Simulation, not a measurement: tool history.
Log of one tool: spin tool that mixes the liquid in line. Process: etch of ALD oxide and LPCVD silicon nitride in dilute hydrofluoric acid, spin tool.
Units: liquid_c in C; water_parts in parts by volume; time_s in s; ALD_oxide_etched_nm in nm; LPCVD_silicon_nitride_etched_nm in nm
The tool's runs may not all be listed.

run,hour,liquid_c,water_parts,time_s,ALD_oxide_etched_nm,LPCVD_silicon_nitride_etched_nm
1,0,24,240,70,8.0151,0.16393
2,6.3,24,240,45,5.1078,0.097612
3,15,24,315,45,3.6227,0.082196
4,20,24,360,45,3.0144,0.052877
5,22.9,24,360,60,4.013,0.097713
6,26.2,25,315,60,4.9825,0.12991
7,34.1,25,275,65,6.5079,0.13969
8,37.5,26,240,65,7.9955,0.19803
9,40.3,26.5,210,65,9.5929,0.20726
10,43.8,27,185,65,11.411,0.26041
11,47,27.5,170,65,12.864,0.33453
12,49.8,28,155,65,14.422,0.28649
13,53.9,31.5,65,70,48.168,1.1529
14,56.6,27.5,65,70,42.05,0.63298
15,60.4,27.5,75,70,34.989,0.76888
16,65.1,26,75,70,33.318,0.64929

The next listed run, before its measurement:
17,73.8,25,75,70,?,?

Run 17 gave ALD_oxide_etched_nm 31.968 nm, LPCVD_silicon_nitride_etched_nm 0.51496 nm.
